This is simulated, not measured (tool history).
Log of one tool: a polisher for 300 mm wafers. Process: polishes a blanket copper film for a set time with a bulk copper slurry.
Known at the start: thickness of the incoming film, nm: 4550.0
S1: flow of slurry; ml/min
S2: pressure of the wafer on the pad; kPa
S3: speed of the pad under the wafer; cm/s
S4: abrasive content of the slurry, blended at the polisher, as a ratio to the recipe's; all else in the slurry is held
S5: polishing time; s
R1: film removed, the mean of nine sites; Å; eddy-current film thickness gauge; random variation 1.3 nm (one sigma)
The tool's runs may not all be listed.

Run 1, day 0.000: S1 195 ml/min, S2 16.5 kPa, S3 98 cm/s, S4 1.0, S5 37 s. Result: R1 2468.1 Å.
Run 2, day 0.175: S1 195 ml/min, S2 16.5 kPa, S3 110 cm/s, S4 1.0, S5 37 s. Result: R1 2756.2 Å.
Run 3, day 0.521: S1 195 ml/min, S2 15.2 kPa, S3 106 cm/s, S4 1.0, S5 37 s. Result: R1 2500.5 Å.
Run 4, day 0.892: S1 195 ml/min, S2 15.2 kPa, S3 106 cm/s, S4 1.0, S5 37 s. Result: R1 2465.8 Å.
Run 5, day 1.200: S1 195 ml/min, S2 15.2 kPa, S3 106 cm/s, S4 1.2, S5 37 s. Result: R1 2580.5 Å.
Run 6, day 1.329: S1 195 ml/min, S2 13.8 kPa, S3 100 cm/s, S4 1.2, S5 37 s. Result: R1 2243.8 Å.
Run 7, day 1.625: S1 195 ml/min, S2 13.1 kPa, S3 96 cm/s, S4 1.2, S5 37 s. Result: R1 2156.8 Å.
Run 8, day 1.779: S1 195 ml/min, S2 12.4 kPa, S3 90 cm/s, S4 1.2, S5 37 s. Result: R1 1964.3 Å.
Run 9, day 2.121: S1 195 ml/min, S2 11.7 kPa, S3 86 cm/s, S4 1.2, S5 37 s. Result: R1 1794.0 Å.
Run 10, day 2.417: S1 195 ml/min, S2 11.0 kPa, S3 82 cm/s, S4 1.2, S5 37 s. Result: R1 1644.6 Å.
Run 11, day 2.729: S1 195 ml/min, S2 10.3 kPa, S3 80 cm/s, S4 1.2, S5 37 s. Result: R1 1536.2 Å.
Run 12, day 2.933: S1 195 ml/min, S2 9.7 kPa, S3 78 cm/s, S4 1.2, S5 37 s. Result: R1 1427.1 Å.
Run 13, day 3.038: S1 190 ml/min, S2 8.3 kPa, S3 74 cm/s, S4 1.2, S5 37 s. Result: R1 1241.3 Å.

Forecast run 14:
Run 14, day 3.238: S1 185 ml/min, S2 8.3 kPa, S3 74 cm/s, S4 1.2, S5 37 s. Result: R1 ?.

{"run 14": {"R1": 1271.1}}
